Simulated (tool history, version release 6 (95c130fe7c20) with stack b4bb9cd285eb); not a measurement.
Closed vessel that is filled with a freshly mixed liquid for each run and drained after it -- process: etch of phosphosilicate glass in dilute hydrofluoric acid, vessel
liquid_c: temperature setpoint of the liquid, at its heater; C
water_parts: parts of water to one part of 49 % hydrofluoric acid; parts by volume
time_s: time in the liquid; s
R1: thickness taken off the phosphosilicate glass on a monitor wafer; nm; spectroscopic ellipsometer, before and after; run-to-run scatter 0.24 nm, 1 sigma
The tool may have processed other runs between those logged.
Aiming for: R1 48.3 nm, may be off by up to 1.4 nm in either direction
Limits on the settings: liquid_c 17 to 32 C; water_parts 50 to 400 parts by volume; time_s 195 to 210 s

Run 1, hour 0: liquid_c 24 C, water_parts 225 parts by volume, time_s 195 s. Result: R1 80.417 nm.
Run 2, hour 7.9: liquid_c 21 C, water_parts 225 parts by volume, time_s 195 s. Result: R1 71.934 nm.
Run 3, hour 15.1: liquid_c 20 C, water_parts 240 parts by volume, time_s 195 s. Result: R1 64.316 nm.
Run 4, hour 15.8: liquid_c 19 C, water_parts 250 parts by volume, time_s 195 s. Result: R1 58.865 nm.
Run 5, hour 20.6: liquid_c 21 C, water_parts 250 parts by volume, time_s 195 s. Result: R1 63.562 nm.
Run 6, hour 25.4: liquid_c 20 C, water_parts 260 parts by volume, time_s 195 s. Result: R1 58.195 nm.
Run 7, hour 29.6: liquid_c 19 C, water_parts 265 parts by volume, time_s 195 s. Result: R1 55.573 nm.
Run 8, hour 36.7: liquid_c 18.5 C, water_parts 270 parts by volume, time_s 195 s. Result: R1 52.687 nm.
Run 9, hour 37.2: liquid_c 18 C, water_parts 275 parts by volume, time_s 195 s. Result: R1 50.412 nm.

Below are 5 possible settings for the next run. Only one of them brings all results inside the allowed miss of their targets. Which is it?
Run A, hour 37.7: liquid_c 18 C, water_parts 275 parts by volume, time_s 210 s. Result: R1 ?.
Run B, hour 37.7: liquid_c 23.5 C, water_parts 310 parts by volume, time_s 195 s. Result: R1 ?.
Run C, hour 37.7: liquid_c 18.5 C, water_parts 275 parts by volume, time_s 200 s. Result: R1 ?.
Run D, hour 37.7: liquid_c 17.5 C, water_parts 265 parts by volume, time_s 195 s. Result: R1 ?.
Run E, hour 37.7: liquid_c 20 C, water_parts 300 parts by volume, time_s 195 s. Result: R1 ?.

move      R1
   A  54.402
   B      53
   C    52.8
   D  51.883
   E  48.795
A: its largest miss is bigger than the last run's
B: its largest miss is bigger than the last run's
C: its largest miss is bigger than the last run's
D: its largest miss is bigger than the last run's
E: all results land within tolerance of their targets
Answer: E

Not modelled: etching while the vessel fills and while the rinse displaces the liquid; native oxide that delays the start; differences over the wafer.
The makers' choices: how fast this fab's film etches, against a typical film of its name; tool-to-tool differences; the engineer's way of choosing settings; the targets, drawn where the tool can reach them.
